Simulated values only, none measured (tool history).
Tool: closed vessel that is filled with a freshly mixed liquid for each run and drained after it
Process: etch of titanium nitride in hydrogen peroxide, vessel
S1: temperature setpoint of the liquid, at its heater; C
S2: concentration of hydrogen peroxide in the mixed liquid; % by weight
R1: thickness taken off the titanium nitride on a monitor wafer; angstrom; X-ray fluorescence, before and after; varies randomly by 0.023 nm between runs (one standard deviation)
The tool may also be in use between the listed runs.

{"run": 1, "hour": 0.0, "S1": 47, "S2": 23, "time in the liquid (s)": 250, "R1": 87.577}
{"run": 2, "hour": 4.0, "S1": 43, "S2": 23, "time in the liquid (s)": 250, "R1": 65.72}
{"run": 3, "hour": 9.9, "S1": 43, "S2": 23, "time in the liquid (s)": 270, "R1": 70.011}
{"run": 4, "hour": 17.0, "S1": 40, "S2": 23, "time in the liquid (s)": 270, "R1": 55.677}
{"run": 5, "hour": 22.7, "S1": 40, "S2": 23, "time in the liquid (s)": 250, "R1": 51.449}
{"run": 6, "hour": 30.3, "S1": 40, "S2": 23, "time in the liquid (s)": 270, "R1": 56.301}
{"run": 7, "hour": 33.3, "S1": 39, "S2": 23, "time in the liquid (s)": 270, "R1": 52.455}

What will run 8 give?
{"run": 8, "hour": 37.9, "S1": 38.5, "S2": 23, "time in the liquid (s)": 270, "R1": "?"}

{"run 8": {"R1": 49.526}}
